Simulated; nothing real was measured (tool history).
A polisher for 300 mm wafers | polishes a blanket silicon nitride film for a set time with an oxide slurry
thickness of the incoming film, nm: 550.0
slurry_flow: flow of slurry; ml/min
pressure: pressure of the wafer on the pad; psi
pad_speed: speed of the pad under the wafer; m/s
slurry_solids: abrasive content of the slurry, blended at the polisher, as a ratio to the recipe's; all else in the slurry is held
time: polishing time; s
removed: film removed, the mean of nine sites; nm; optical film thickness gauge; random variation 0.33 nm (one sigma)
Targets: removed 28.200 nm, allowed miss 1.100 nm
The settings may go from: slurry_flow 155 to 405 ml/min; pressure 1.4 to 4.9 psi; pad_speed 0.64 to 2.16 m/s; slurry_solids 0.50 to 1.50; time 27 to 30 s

{"run": 1, "hour": 0.0, "slurry_flow": 260, "pressure": 3.1, "pad_speed": 1.4, "slurry_solids": 1.0, "time": 30, "removed": 18.963}
{"run": 2, "hour": 6.8, "slurry_flow": 260, "pressure": 3.1, "pad_speed": 1.4, "slurry_solids": 0.8, "time": 30, "removed": 17.347}
{"run": 3, "hour": 10.3, "slurry_flow": 230, "pressure": 3.1, "pad_speed": 1.4, "slurry_solids": 0.8, "time": 30, "removed": 17.279}
{"run": 4, "hour": 11.7, "slurry_flow": 230, "pressure": 2.8, "pad_speed": 1.4, "slurry_solids": 0.8, "time": 30, "removed": 15.519}
{"run": 5, "hour": 19.4, "slurry_flow": 230, "pressure": 2.8, "pad_speed": 1.4, "slurry_solids": 0.8, "time": 30, "removed": 15.321}
{"run": 6, "hour": 28.4, "slurry_flow": 230, "pressure": 2.8, "pad_speed": 1.4, "slurry_solids": 0.8, "time": 27, "removed": 13.689}
{"run": 7, "hour": 33.2, "slurry_flow": 230, "pressure": 3.4, "pad_speed": 1.42, "slurry_solids": 0.8, "time": 27, "removed": 16.858}
{"run": 8, "hour": 40.2, "slurry_flow": 245, "pressure": 3.9, "pad_speed": 1.44, "slurry_solids": 0.8, "time": 27, "removed": 19.61}
{"run": 9, "hour": 42.9, "slurry_flow": 250, "pressure": 4.2, "pad_speed": 1.48, "slurry_solids": 0.8, "time": 27, "removed": 22.232}
{"run": 10, "hour": 50.2, "slurry_flow": 255, "pressure": 4.4, "pad_speed": 1.5, "slurry_solids": 0.8, "time": 27, "removed": 22.884}
{"run": 11, "hour": 57.8, "slurry_flow": 255, "pressure": 4.6, "pad_speed": 1.56, "slurry_solids": 0.8, "time": 27, "removed": 25.061}
{"run": 12, "hour": 65.1, "slurry_flow": 255, "pressure": 4.7, "pad_speed": 1.58, "slurry_solids": 0.8, "time": 27, "removed": 25.778}
{"run": 13, "hour": 67.6, "slurry_flow": 255, "pressure": 4.8, "pad_speed": 1.6, "slurry_solids": 0.8, "time": 27, "removed": 26.963}

Which of these 4 next moves meets every target?
{"run": "A", "hour": 70.1, "slurry_flow": 285, "pressure": 4.9, "pad_speed": 1.48, "slurry_solids": 0.75, "time": 28, "removed": "?"}
{"run": "B", "hour": 70.1, "slurry_flow": 240, "pressure": 4.9, "pad_speed": 1.38, "slurry_solids": 0.65, "time": 30, "removed": "?"}
{"run": "C", "hour": 70.1, "slurry_flow": 265, "pressure": 4.6, "pad_speed": 1.5, "slurry_solids": 0.95, "time": 27, "removed": "?"}
{"run": "D", "hour": 70.1, "slurry_flow": 230, "pressure": 4.9, "pad_speed": 1.54, "slurry_solids": 0.8, "time": 29, "removed": "?"}

move=A removed=25.679
move=B removed=23.831
move=C removed=25.949
move=D removed=27.589
A: further off than the last run
B: further off than the last run
C: further off than the last run
D: meets every target
The right move is D.
